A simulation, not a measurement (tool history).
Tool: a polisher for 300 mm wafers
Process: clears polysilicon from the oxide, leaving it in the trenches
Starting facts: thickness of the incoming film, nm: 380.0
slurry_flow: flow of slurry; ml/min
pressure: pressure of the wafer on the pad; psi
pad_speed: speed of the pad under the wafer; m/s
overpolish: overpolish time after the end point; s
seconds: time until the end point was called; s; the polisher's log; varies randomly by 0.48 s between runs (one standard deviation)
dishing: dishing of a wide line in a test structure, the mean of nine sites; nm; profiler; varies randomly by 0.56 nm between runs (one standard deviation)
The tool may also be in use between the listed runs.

run 1 hour=0.0 | slurry_flow=225 pressure=2.1 pad_speed=1.26 overpolish=20 | seconds=25.515 dishing=57.420
run 2 hour=3.9 | slurry_flow=225 pressure=2.1 pad_speed=1.26 overpolish=27 | seconds=26.361 dishing=58.385
run 3 hour=10.3 | slurry_flow=225 pressure=2.0 pad_speed=1.26 overpolish=23 | seconds=26.631 dishing=57.884
run 4 hour=12.9 | slurry_flow=225 pressure=2.0 pad_speed=1.20 overpolish=19 | seconds=28.104 dishing=56.901
run 5 hour=21.1 | slurry_flow=225 pressure=2.0 pad_speed=0.96 overpolish=19 | seconds=34.706 dishing=56.404
run 6 hour=24.3 | slurry_flow=225 pressure=2.2 pad_speed=0.96 overpolish=19 | seconds=32.578 dishing=57.386
run 7 hour=27.4 | slurry_flow=220 pressure=1.9 pad_speed=1.06 overpolish=16 | seconds=33.265 dishing=55.999

What will run 8 give?
run 8 hour=35.8 | slurry_flow=200 pressure=1.7 pad_speed=1.16 overpolish=14 | seconds=? dishing=?

{"run 8": {"seconds": 32.429, "dishing": 54.965}}
